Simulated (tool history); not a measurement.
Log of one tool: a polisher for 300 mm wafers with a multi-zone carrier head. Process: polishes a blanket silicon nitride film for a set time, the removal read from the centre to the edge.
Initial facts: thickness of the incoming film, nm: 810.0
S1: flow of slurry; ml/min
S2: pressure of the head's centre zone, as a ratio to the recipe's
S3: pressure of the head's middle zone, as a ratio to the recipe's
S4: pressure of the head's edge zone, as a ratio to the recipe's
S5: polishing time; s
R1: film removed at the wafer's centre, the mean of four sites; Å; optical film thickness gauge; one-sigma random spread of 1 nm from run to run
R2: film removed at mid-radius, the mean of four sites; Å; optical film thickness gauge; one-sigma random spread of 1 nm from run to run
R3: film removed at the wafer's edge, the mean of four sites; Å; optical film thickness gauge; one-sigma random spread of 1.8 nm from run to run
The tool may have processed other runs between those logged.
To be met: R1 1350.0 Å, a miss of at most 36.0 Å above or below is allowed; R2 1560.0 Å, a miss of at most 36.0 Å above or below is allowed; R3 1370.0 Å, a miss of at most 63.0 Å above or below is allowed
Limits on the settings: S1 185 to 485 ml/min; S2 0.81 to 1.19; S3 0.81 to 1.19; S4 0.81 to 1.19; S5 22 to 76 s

run,hour,S1,S2,S3,S4,S5,R1,R2,R3
1,0.0,310,1.00,1.00,1.00,49,1223.6,1196.4,1170.5
2,4.7,310,0.92,1.00,1.00,49,1104.1,1193.9,1173.0
3,13.5,320,0.93,1.03,1.02,50,1153.4,1254.7,1200.1
4,18.6,325,0.93,1.05,1.04,51,1175.6,1284.9,1229.5
5,20.2,325,0.93,0.98,1.04,51,1189.8,1221.1,1261.8
6,27.5,325,0.97,0.98,1.04,51,1213.5,1229.7,1226.6
7,30.4,325,0.97,1.00,1.04,52,1250.4,1272.3,1250.9
8,37.4,325,0.97,1.02,1.05,53,1273.5,1322.4,1275.3
9,41.7,330,0.97,1.04,1.06,54,1302.8,1357.0,1309.7
10,49.0,335,0.97,1.06,1.06,54,1305.2,1361.1,1311.0
11,53.9,335,0.97,1.08,1.06,54,1301.8,1382.9,1328.9
12,62.3,405,0.98,1.18,1.03,54,1330.3,1490.1,1313.3
13,68.3,405,0.98,1.18,1.03,54,1347.5,1502.6,1320.5

Which single option among these 5 for the next run brings every result within its allowed miss of target? Just one does.
A,74.3,340,0.98,1.08,1.01,55,?,?,?
B,74.3,455,0.95,1.19,1.05,56,?,?,?
C,74.3,485,1.02,1.16,1.09,51,?,?,?
D,74.3,395,0.90,1.00,1.14,58,?,?,?
E,74.3,390,1.00,1.15,1.05,53,?,?,?

move,R1,R2,R3
A,1338.9,1425.7,1318.7
B,1355.9,1579.9,1391.7
C,1332.4,1420.6,1295.9
D,1313.7,1452.9,1493.3
E,1334.5,1446.1,1306.2
A: the biggest miss grows against the last run
B: hits every target within its allowed miss
C: the biggest miss grows against the last run
D: the biggest miss grows against the last run
E: the biggest miss grows against the last run
The move that meets every target is B.
